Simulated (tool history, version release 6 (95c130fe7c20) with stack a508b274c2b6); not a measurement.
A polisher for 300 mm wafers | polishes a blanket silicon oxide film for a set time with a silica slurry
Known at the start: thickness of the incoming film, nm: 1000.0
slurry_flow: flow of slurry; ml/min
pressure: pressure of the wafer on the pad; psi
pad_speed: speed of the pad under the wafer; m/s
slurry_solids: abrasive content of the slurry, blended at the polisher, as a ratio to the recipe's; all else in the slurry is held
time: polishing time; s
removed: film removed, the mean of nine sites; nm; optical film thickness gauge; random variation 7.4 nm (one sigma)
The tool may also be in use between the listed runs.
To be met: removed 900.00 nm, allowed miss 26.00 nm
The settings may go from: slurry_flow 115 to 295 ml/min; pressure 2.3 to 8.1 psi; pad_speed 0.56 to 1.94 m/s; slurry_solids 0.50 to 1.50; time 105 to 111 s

{"run": 1, "hour": 0.0, "slurry_flow": 190, "pressure": 5.2, "pad_speed": 1.24, "slurry_solids": 1.0, "time": 105, "removed": 460.89}
{"run": 2, "hour": 6.2, "slurry_flow": 195, "pressure": 5.7, "pad_speed": 1.26, "slurry_solids": 1.0, "time": 105, "removed": 503.6}
{"run": 3, "hour": 14.9, "slurry_flow": 195, "pressure": 6.1, "pad_speed": 1.32, "slurry_solids": 1.0, "time": 105, "removed": 565.63}
{"run": 4, "hour": 21.2, "slurry_flow": 195, "pressure": 6.5, "pad_speed": 1.34, "slurry_solids": 1.0, "time": 105, "removed": 607.11}
{"run": 5, "hour": 22.2, "slurry_flow": 200, "pressure": 6.8, "pad_speed": 1.38, "slurry_solids": 1.0, "time": 105, "removed": 646.6}
{"run": 6, "hour": 25.3, "slurry_flow": 200, "pressure": 7.0, "pad_speed": 1.42, "slurry_solids": 1.0, "time": 105, "removed": 691.07}
{"run": 7, "hour": 30.9, "slurry_flow": 200, "pressure": 7.2, "pad_speed": 1.44, "slurry_solids": 1.0, "time": 105, "removed": 706.08}
{"run": 8, "hour": 35.3, "slurry_flow": 200, "pressure": 7.4, "pad_speed": 1.48, "slurry_solids": 1.0, "time": 105, "removed": 745.03}
{"run": 9, "hour": 43.2, "slurry_flow": 205, "pressure": 7.5, "pad_speed": 1.5, "slurry_solids": 1.0, "time": 105, "removed": 770.05}
{"run": 10, "hour": 48.4, "slurry_flow": 220, "pressure": 8.1, "pad_speed": 1.56, "slurry_solids": 1.0, "time": 105, "removed": 853.2}
{"run": 11, "hour": 53.3, "slurry_flow": 220, "pressure": 8.1, "pad_speed": 1.58, "slurry_solids": 1.0, "time": 105, "removed": 864.46}

4 next moves are on the table. One of them brings every result within its allowed miss. Which?
{"run": "A", "hour": 58.2, "slurry_flow": 235, "pressure": 7.8, "pad_speed": 1.6, "slurry_solids": 1.0, "time": 111, "removed": "?"}
{"run": "B", "hour": 58.2, "slurry_flow": 235, "pressure": 8.1, "pad_speed": 1.48, "slurry_solids": 1.05, "time": 105, "removed": "?"}
{"run": "C", "hour": 58.2, "slurry_flow": 210, "pressure": 6.9, "pad_speed": 1.62, "slurry_solids": 1.25, "time": 105, "removed": "?"}
{"run": "D", "hour": 58.2, "slurry_flow": 205, "pressure": 8.1, "pad_speed": 1.6, "slurry_solids": 0.9, "time": 106, "removed": "?"}

move=A removed=892.33
move=B removed=841.38
move=C removed=822.74
move=D removed=828.97
A: meets every target
B: further off than the last run
C: further off than the last run
D: further off than the last run
Answer: A
